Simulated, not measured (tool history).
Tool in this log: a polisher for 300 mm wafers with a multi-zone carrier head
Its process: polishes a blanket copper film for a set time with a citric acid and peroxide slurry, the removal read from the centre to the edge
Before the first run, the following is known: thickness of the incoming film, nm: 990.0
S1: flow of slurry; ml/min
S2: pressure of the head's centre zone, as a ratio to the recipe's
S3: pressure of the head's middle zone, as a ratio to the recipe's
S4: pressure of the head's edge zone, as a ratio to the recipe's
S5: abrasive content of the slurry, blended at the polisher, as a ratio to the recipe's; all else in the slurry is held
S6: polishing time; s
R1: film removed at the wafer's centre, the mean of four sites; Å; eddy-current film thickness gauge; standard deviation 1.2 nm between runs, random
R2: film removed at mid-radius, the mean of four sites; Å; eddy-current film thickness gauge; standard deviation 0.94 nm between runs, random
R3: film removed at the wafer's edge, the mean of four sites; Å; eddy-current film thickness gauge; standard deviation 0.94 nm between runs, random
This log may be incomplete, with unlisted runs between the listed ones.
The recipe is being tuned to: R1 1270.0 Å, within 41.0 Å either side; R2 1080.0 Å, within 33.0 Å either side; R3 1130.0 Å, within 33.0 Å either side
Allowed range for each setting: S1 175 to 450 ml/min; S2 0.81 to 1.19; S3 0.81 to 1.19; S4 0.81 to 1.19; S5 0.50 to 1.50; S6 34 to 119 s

| run | hour | S1 | S2 | S3 | S4 | S5 | S6 | R1 | R2 | R3 |
|---|---|---|---|---|---|---|---|---|---|---|
| 1 | 0.0 | 290 | 1.00 | 1.00 | 1.00 | 1.00 | 76 | 1423.6 | 1484.0 | 1460.7 |
| 2 | 4.5 | 285 | 1.02 | 0.96 | 0.96 | 0.85 | 74 | 1367.3 | 1361.6 | 1315.8 |
| 3 | 12.9 | 335 | 1.02 | 0.96 | 0.96 | 0.85 | 74 | 1393.9 | 1366.2 | 1355.1 |
| 4 | 16.9 | 335 | 1.03 | 0.92 | 0.95 | 0.75 | 73 | 1370.6 | 1277.4 | 1301.9 |
| 5 | 18.7 | 335 | 1.03 | 0.99 | 0.95 | 0.75 | 73 | 1354.1 | 1344.4 | 1313.2 |
| 6 | 22.2 | 330 | 1.03 | 0.94 | 0.94 | 0.70 | 72 | 1331.1 | 1253.8 | 1251.4 |
| 7 | 25.3 | 315 | 1.03 | 0.90 | 0.93 | 0.65 | 72 | 1299.3 | 1178.7 | 1230.2 |
| 8 | 26.6 | 295 | 1.04 | 0.89 | 0.91 | 0.65 | 72 | 1303.8 | 1195.8 | 1196.2 |
| 9 | 28.5 | 310 | 1.07 | 0.81 | 0.91 | 0.50 | 70 | 1237.1 | 1013.2 | 1141.6 |

Pick the move, out of 4, that brings all results within their allowed miss; only one does.
| A | 30.4 | 220 | 1.00 | 0.94 | 0.90 | 0.50 | 71 | ? | ? | ? |
| B | 30.4 | 260 | 1.08 | 0.85 | 0.86 | 0.55 | 71 | ? | ? | ? |
| C | 30.4 | 380 | 1.01 | 0.81 | 0.89 | 0.60 | 67 | ? | ? | ? |
| D | 30.4 | 305 | 1.00 | 0.82 | 0.92 | 0.55 | 72 | ? | ? | ? |

| move | R1 | R2 | R3 |
|---|---|---|---|
| A | 1155.9 | 1132.0 | 1141.7 |
| B | 1262.2 | 1075.5 | 1151.2 |
| C | 1194.1 | 1022.5 | 1147.7 |
| D | 1233.2 | 1075.8 | 1218.8 |
A: moves the result that the last run missed by most past its target, out the other side
B: in spec on every target
C: closer than the last run, but not yet in spec
D: the worst result of the last run now meets its target, but another is out of spec
So the answer is move B, the one that meets all the targets.

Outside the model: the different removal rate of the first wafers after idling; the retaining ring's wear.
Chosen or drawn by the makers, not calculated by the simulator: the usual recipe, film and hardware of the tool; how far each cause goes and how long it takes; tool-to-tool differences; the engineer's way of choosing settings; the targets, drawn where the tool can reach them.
